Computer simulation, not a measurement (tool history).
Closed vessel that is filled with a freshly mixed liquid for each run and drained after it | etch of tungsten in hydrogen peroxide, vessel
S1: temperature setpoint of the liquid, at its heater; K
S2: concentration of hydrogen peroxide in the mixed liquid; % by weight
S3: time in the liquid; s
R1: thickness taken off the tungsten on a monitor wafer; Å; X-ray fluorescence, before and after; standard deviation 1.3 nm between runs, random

run	hour	S1	S2	S3	R1
1	0	322.15	20	100	911.18
2	1.1	323.15	20	100	957.63
3	5.6	323.15	20	100	955.12
4	10.5	323.15	23.5	100	1045.6
5	11.3	323.65	23.5	100	1064.2
6	14	324.15	23.5	100	1098.1
7	21.8	324.65	23.5	100	1144.3

Estimate the outcome of run 8 from the log above:
8	28.6	325.15	23.5	100	?

{"run 8": {"R1": 1190.2}}
